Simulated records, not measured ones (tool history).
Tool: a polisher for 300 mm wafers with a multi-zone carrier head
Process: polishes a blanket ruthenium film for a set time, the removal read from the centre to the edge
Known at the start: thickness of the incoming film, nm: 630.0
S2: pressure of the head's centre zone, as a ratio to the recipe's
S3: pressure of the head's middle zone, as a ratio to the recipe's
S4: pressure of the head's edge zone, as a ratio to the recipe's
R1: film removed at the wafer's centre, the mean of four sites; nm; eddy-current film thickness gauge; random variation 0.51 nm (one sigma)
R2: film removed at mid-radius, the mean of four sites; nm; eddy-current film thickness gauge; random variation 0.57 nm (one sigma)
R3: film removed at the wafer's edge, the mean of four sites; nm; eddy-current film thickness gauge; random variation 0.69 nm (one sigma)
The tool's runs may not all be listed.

{"run": 1, "hour": 0.0, "flow of slurry (ml/min)": 135, "S2": 1.0, "S3": 1.0, "S4": 1.0, "polishing time (s)": 44, "R1": 43.571, "R2": 41.309, "R3": 43.567}
{"run": 2, "hour": 3.7, "flow of slurry (ml/min)": 135, "S2": 1.0, "S3": 1.0, "S4": 1.0, "polishing time (s)": 52, "R1": 51.385, "R2": 49.176, "R3": 53.129}
{"run": 3, "hour": 10.2, "flow of slurry (ml/min)": 135, "S2": 0.94, "S3": 1.0, "S4": 1.0, "polishing time (s)": 52, "R1": 48.954, "R2": 48.757, "R3": 52.848}
{"run": 4, "hour": 18.1, "flow of slurry (ml/min)": 135, "S2": 0.91, "S3": 1.0, "S4": 1.0, "polishing time (s)": 52, "R1": 47.458, "R2": 48.675, "R3": 52.349}
{"run": 5, "hour": 22.4, "flow of slurry (ml/min)": 135, "S2": 0.91, "S3": 1.0, "S4": 1.0, "polishing time (s)": 60, "R1": 52.755, "R2": 56.647, "R3": 59.127}
{"run": 6, "hour": 23.6, "flow of slurry (ml/min)": 135, "S2": 0.91, "S3": 1.0, "S4": 0.91, "polishing time (s)": 60, "R1": 54.555, "R2": 56.451, "R3": 57.838}
{"run": 7, "hour": 25.5, "flow of slurry (ml/min)": 135, "S2": 0.91, "S3": 1.02, "S4": 0.89, "polishing time (s)": 60, "R1": 52.991, "R2": 57.357, "R3": 56.949}
{"run": 8, "hour": 33.2, "flow of slurry (ml/min)": 140, "S2": 0.92, "S3": 1.03, "S4": 0.87, "polishing time (s)": 60, "R1": 54.42, "R2": 58.067, "R3": 57.215}
{"run": 9, "hour": 40.7, "flow of slurry (ml/min)": 140, "S2": 0.93, "S3": 1.05, "S4": 0.86, "polishing time (s)": 60, "R1": 54.661, "R2": 58.474, "R3": 56.242}
{"run": 10, "hour": 45.5, "flow of slurry (ml/min)": 140, "S2": 0.93, "S3": 1.06, "S4": 0.85, "polishing time (s)": 60, "R1": 55.335, "R2": 59.524, "R3": 56.335}
{"run": 11, "hour": 53.8, "flow of slurry (ml/min)": 140, "S2": 0.93, "S3": 1.07, "S4": 0.84, "polishing time (s)": 60, "R1": 55.564, "R2": 60.128, "R3": 57.581}

Run 12 comes next. What will it give?
{"run": 12, "hour": 58.6, "flow of slurry (ml/min)": 145, "S2": 0.93, "S3": 1.08, "S4": 0.83, "polishing time (s)": 59, "R1": "?", "R2": "?", "R3": "?"}

R1: 55.020 nm
R2: 59.826 nm
R3: 56.401 nm
